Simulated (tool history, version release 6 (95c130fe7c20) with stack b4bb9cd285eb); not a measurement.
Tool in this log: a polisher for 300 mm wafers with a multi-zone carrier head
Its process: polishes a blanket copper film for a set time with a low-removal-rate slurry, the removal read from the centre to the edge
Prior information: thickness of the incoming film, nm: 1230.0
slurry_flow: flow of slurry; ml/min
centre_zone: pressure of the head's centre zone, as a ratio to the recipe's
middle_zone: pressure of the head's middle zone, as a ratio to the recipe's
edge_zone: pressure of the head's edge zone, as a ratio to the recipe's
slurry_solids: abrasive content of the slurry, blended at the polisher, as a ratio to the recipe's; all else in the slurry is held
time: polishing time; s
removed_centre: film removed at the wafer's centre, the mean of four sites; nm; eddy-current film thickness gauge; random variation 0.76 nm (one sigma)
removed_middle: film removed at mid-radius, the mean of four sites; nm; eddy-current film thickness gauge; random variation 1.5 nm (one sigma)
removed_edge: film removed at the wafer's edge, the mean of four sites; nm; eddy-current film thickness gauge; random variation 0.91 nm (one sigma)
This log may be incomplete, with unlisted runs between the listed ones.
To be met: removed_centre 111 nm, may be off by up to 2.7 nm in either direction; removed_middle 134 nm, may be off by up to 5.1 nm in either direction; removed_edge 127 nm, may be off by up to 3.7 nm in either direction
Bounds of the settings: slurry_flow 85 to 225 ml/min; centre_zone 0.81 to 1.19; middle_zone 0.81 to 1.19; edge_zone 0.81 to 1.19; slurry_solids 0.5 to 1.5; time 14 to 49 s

run	hour	slurry_flow	centre_zone	middle_zone	edge_zone	slurry_solids	time	removed_centre	removed_middle	removed_edge
1	0	145	1	1	1	1	31	124.34	131.14	125.57
2	4.1	145	1	1	1	1.1	31	127.47	134.43	131.49
3	6.9	160	1	1	1	1.1	31	131.38	139.46	130.14
4	14	145	0.98	1.02	0.99	1.1	31	125.92	138.03	128.76
5	17.4	145	0.98	1.02	1.07	1.1	31	126.16	135.03	133.69
6	23.6	145	0.98	1.02	1.07	1.2	31	129.62	136.73	137.38
7	29.8	135	0.96	1.03	1.05	1.2	31	124.22	138.89	134.55
8	33.2	125	0.95	1.03	1.04	1.2	31	119.75	140.42	132.01
9	36.8	115	0.95	1.02	1.04	1.2	31	117.88	133.76	131.64
10	45.3	110	0.95	1.03	1.03	1.2	31	115.9	132.66	129.6
11	50	105	0.94	1.04	1.03	1.2	31	114.45	132.79	128.46
12	57.6	95	0.92	1.07	1.03	1.2	31	108.01	132.93	125.68

Below are 5 possible settings for the next run. Only one of them brings all results inside the allowed miss of their targets. Which is it?
A	65.2	100	0.87	0.99	1.04	0.85	35	?	?	?
B	65.2	130	0.88	1.01	1.1	1.05	32	?	?	?
C	65.2	105	0.95	1.1	1.08	1.5	28	?	?	?
D	65.2	90	0.89	1.09	1.03	1.3	31	?	?	?
E	65.2	110	0.9	1.16	0.99	1.1	32	?	?	?

move	removed_centre	removed_middle	removed_edge
A	105.59	127.57	131.29
B	111.69	134.37	137.17
C	110.33	132.98	126.87
D	104.68	134.65	128.17
E	110.97	147.57	128.26
A: misses by more than the last run did
B: meets the target for the result that was furthest off, but another lies outside its allowed miss
C: all results in spec
D: misses by more than the last run did
E: meets the target for the result that was furthest off, but another lies outside its allowed miss
Correct choice: C, which meets every target
